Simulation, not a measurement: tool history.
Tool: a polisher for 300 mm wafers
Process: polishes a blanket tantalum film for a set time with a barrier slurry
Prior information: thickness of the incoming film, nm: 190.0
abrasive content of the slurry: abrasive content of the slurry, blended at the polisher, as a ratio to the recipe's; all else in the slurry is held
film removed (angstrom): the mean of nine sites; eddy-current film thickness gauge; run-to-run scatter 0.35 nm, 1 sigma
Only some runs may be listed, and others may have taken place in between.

run,hour,flow of slurry (ml/min),pressure of the wafer on the pad (kPa),speed of the pad under the wafer (m/s),abrasive content of the slurry,polishing time (s),film removed (angstrom)
1,0.0,195,16.5,1.24,1.0,37,921.74
2,8.0,175,16.5,1.24,1.0,37,909.81
3,16.7,150,16.5,1.24,1.0,37,903.98
4,17.3,150,16.5,1.36,1.0,37,982.05
5,18.3,190,16.5,1.36,1.0,37,1013.20
6,19.9,150,16.5,1.36,1.0,37,981.15
7,28.5,130,12.4,1.34,1.0,37,726.85
8,31.7,130,11.7,1.34,1.0,37,693.43

What will run 9 give?
9,34.8,130,11.0,1.34,1.0,37,?

film removed (angstrom): 646.77

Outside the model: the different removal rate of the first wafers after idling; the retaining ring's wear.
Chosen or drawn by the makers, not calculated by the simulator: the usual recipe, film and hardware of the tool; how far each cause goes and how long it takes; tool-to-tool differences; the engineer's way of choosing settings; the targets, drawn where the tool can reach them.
